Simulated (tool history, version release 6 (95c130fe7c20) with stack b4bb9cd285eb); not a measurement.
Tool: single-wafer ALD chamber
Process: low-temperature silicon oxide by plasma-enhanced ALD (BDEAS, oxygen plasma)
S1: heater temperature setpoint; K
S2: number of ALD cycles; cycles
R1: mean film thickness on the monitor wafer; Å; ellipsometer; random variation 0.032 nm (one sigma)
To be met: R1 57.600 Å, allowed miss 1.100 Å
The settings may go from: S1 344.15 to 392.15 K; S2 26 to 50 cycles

run 1 day=0.000 | S1=368.15 S2=38 | R1=53.023
run 2 day=0.025 | S1=364.15 S2=38 | R1=53.360
run 3 day=0.183 | S1=369.15 S2=38 | R1=52.399
run 4 day=0.504 | S1=364.15 S2=38 | R1=53.432
run 5 day=0.725 | S1=364.15 S2=43 | R1=60.783
-- day=0.967 thermocouple changed; heater temperature recalibrated
run 6 day=0.967 | S1=366.15 S2=43 | R1=60.585
run 7 day=0.996 | S1=368.15 S2=43 | R1=59.953
run 8 day=1.354 | S1=370.15 S2=43 | R1=60.084

5 next moves are on the table. One of them brings every result within its allowed miss. Which?
run A day=1.712 | S1=365.15 S2=45 | R1=?
run B day=1.712 | S1=371.15 S2=45 | R1=?
run C day=1.712 | S1=371.15 S2=42 | R1=?
run D day=1.712 | S1=373.15 S2=45 | R1=?
run E day=1.712 | S1=371.15 S2=44 | R1=?

move=A R1=63.890
move=B R1=62.372
move=C R1=58.213
move=D R1=61.938
move=E R1=60.985
A: further off than the last run
B: further off than the last run
C: meets every target
D: further off than the last run
E: further off than the last run
The right move is C.

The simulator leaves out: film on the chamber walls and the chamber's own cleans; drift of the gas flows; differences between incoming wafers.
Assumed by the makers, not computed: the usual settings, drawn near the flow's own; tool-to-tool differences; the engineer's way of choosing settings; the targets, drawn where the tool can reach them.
